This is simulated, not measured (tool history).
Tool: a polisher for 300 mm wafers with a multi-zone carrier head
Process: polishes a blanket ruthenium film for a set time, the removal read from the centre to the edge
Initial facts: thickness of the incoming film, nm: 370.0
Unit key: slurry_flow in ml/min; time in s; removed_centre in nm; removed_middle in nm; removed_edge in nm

{"run": 1, "hour": 0.0, "slurry_flow": 260, "centre_zone": 1, "middle_zone": 1, "edge_zone": 1, "time": 65, "removed_centre": 86.401, "removed_middle": 84.538, "removed_edge": 84.872}
{"run": 2, "hour": 3.6, "slurry_flow": 260, "centre_zone": 1, "middle_zone": 1, "edge_zone": 1, "time": 74, "removed_centre": 99.575, "removed_middle": 96.865, "removed_edge": 96.586}
{"run": 3, "hour": 6.9, "slurry_flow": 260, "centre_zone": 0.97, "middle_zone": 1, "edge_zone": 1, "time": 74, "removed_centre": 96.037, "removed_middle": 96.21, "removed_edge": 97.658}
{"run": 4, "hour": 10.2, "slurry_flow": 260, "centre_zone": 0.97, "middle_zone": 1, "edge_zone": 0.94, "time": 74, "removed_centre": 95.319, "removed_middle": 96.917, "removed_edge": 96.235}
{"run": 5, "hour": 12.9, "slurry_flow": 260, "centre_zone": 0.97, "middle_zone": 1, "edge_zone": 0.94, "time": 60, "removed_centre": 78.215, "removed_middle": 77.612, "removed_edge": 76.651}
{"hour": 13.5, "done": "centre zone pressure recalibrated"}
{"run": 6, "hour": 13.5, "slurry_flow": 205, "centre_zone": 0.97, "middle_zone": 1, "edge_zone": 0.94, "time": 60, "removed_centre": 70.354, "removed_middle": 75.419, "removed_edge": 73.386}
{"run": 7, "hour": 15.6, "slurry_flow": 205, "centre_zone": 0.97, "middle_zone": 1, "edge_zone": 0.94, "time": 60, "removed_centre": 70.425, "removed_middle": 76.068, "removed_edge": 75.683}
{"run": 8, "hour": 18.2, "slurry_flow": 205, "centre_zone": 0.97, "middle_zone": 1, "edge_zone": 0.96, "time": 63, "removed_centre": 73.63, "removed_middle": 79.611, "removed_edge": 80.043}

Estimate the outcome of run 9 from the log above:
{"run": 9, "hour": 20.0, "slurry_flow": 205, "centre_zone": 0.97, "middle_zone": 1, "edge_zone": 0.96, "time": 63, "removed_centre": "?", "removed_middle": "?", "removed_edge": "?"}

{"run 9": {"removed_centre": 74.2, "removed_middle": 78.5, "removed_edge": 79.803}}
